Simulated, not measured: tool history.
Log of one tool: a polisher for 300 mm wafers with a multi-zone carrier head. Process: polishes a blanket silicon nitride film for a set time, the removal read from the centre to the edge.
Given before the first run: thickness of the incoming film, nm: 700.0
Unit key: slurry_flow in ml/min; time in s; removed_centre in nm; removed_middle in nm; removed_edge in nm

{"run": 1, "hour": 0.0, "slurry_flow": 125, "centre_zone": 1.0, "middle_zone": 1.0, "edge_zone": 1.0, "time": 38, "removed_centre": 102.82, "removed_middle": 104.75, "removed_edge": 100.68}
{"run": 2, "hour": 1.7, "slurry_flow": 115, "centre_zone": 0.97, "middle_zone": 0.96, "edge_zone": 1.0, "time": 38, "removed_centre": 98.983, "removed_middle": 102.54, "removed_edge": 99.027}
{"run": 3, "hour": 5.0, "slurry_flow": 115, "centre_zone": 1.01, "middle_zone": 0.96, "edge_zone": 1.0, "time": 38, "removed_centre": 100.74, "removed_middle": 100.92, "removed_edge": 99.724}
{"run": 4, "hour": 9.0, "slurry_flow": 115, "centre_zone": 1.01, "middle_zone": 0.88, "edge_zone": 1.0, "time": 38, "removed_centre": 103.74, "removed_middle": 92.33, "removed_edge": 99.474}
{"run": 5, "hour": 10.5, "slurry_flow": 105, "centre_zone": 0.98, "middle_zone": 0.86, "edge_zone": 1.02, "time": 37, "removed_centre": 95.684, "removed_middle": 89.305, "removed_edge": 96.025}
{"run": 6, "hour": 16.3, "slurry_flow": 105, "centre_zone": 0.98, "middle_zone": 0.86, "edge_zone": 1.02, "time": 43, "removed_centre": 109.74, "removed_middle": 105.52, "removed_edge": 113.62}
{"run": 7, "hour": 22.3, "slurry_flow": 100, "centre_zone": 0.97, "middle_zone": 0.85, "edge_zone": 1.05, "time": 41, "removed_centre": 102.87, "removed_middle": 96.244, "removed_edge": 108.64}
{"run": 8, "hour": 30.5, "slurry_flow": 75, "centre_zone": 0.87, "middle_zone": 0.82, "edge_zone": 1.0, "time": 36, "removed_centre": 75.425, "removed_middle": 78.623, "removed_edge": 89.224}

Run 9, settings as shown, results not yet in. Your forecast:
{"run": 9, "hour": 35.3, "slurry_flow": 95, "centre_zone": 0.91, "middle_zone": 0.81, "edge_zone": 1.04, "time": 36, "removed_centre": "?", "removed_middle": "?", "removed_edge": "?"}

{"run 9": {"removed_centre": 84.696, "removed_middle": 82.056, "removed_edge": 94.399}}
